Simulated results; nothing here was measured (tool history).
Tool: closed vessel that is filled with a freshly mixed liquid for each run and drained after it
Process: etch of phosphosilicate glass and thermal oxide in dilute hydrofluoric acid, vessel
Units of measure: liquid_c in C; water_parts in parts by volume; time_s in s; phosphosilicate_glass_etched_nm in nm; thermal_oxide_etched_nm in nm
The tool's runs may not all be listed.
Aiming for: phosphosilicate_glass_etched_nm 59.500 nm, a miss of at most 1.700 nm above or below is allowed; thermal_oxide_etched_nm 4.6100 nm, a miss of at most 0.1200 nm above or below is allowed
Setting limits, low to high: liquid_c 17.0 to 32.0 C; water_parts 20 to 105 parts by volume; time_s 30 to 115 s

run    day  liquid_c  water_parts  time_s  phosphosilicate_glass_etched_nm  thermal_oxide_etched_nm
  1  0.000      24.0           55      60                           72.113                   5.5954
  2  0.333      24.0           55      45                           53.888                   4.1264
  3  0.679      24.5           55      45                           55.533                   4.2130
  4  1.046      24.5           55      35                           42.946                   3.2829
  5  1.171      26.5           55      35                           46.259                   3.6519
  6  1.246      26.5           55      30                           39.957                   3.0786
  7  1.579      26.5           55      30                           40.109                   3.1098
  8  1.850      30.5           45      30                           57.750                   4.5177

5 candidate next runs follow, results not yet known. Just one meets every target within its allowed miss. Identify it.
  A  2.121      30.0           45      30                                ?                        ?
  B  2.121      31.0           55      35                                ?                        ?
  C  2.121      32.0           50      30                                ?                        ?
  D  2.121      32.0           60      40                                ?                        ?
  E  2.121      32.0           70      45                                ?                        ?

move  phosphosilicate_glass_etched_nm  thermal_oxide_etched_nm
   A                           56.791                   4.3993
   B                           55.500                   4.2993
   C                           54.825                   4.2470
   D                           59.950                   4.6440
   E                           56.907                   4.4083
A: misses by more than the last run did
B: misses by more than the last run did
C: misses by more than the last run did
D: meets every target
E: misses by more than the last run did
Correct choice: D, which meets every target
